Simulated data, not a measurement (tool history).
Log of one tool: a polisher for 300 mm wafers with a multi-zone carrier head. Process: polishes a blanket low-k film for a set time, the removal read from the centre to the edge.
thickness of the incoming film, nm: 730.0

run	hour	flow of slurry (ml/min)	pressure of the head's centre zone	pressure of the head's middle zone	pressure of the head's edge zone	abrasive content of the slurry	polishing time (s)	film removed at the wafer's centre (angstrom)	film removed at mid-radius (angstrom)	film removed at the wafer's edge (angstrom)
1	0	215	1	1	1	1	43	119.34	119.42	120.46
2	0.9	260	1	1	1	1	43	122.46	122.29	122.62
3	3.5	260	1	1	1	0.85	43	113.8	114.43	113.48
4	5.6	260	1.04	1	1	0.85	43	118.29	112.19	114.79
5	12.7	270	1.08	1.02	1.01	0.9	43	127.89	118.3	119.02
6	19.9	270	1.08	1.02	1.01	0.9	50	147.5	134.97	136.25

Forecast run 7:
7	27	280	1.1	1.02	1.01	0.9	50	?	?	?

{"run 7": {"film removed at the wafer's centre (angstrom)": 153.59, "film removed at mid-radius (angstrom)": 134.72, "film removed at the wafer's edge (angstrom)": 137.3}}
